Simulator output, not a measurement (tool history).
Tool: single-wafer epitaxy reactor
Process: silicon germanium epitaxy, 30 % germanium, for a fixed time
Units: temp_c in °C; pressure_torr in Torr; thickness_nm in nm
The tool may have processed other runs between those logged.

run    day  temp_c  pressure_torr  thickness_nm
  1      0     575           15.3        30.307
  2  0.362     572           15.3        28.269
  3    0.5     571           15.3          27.7
  4  0.862     571           13.9        26.749
  5  0.892     575           13.9        29.219
  6  1.054     584           13.9        35.339

For run 7, what comes out?
  7  1.4     580           13.9             ?

thickness_nm: 32.517 nm

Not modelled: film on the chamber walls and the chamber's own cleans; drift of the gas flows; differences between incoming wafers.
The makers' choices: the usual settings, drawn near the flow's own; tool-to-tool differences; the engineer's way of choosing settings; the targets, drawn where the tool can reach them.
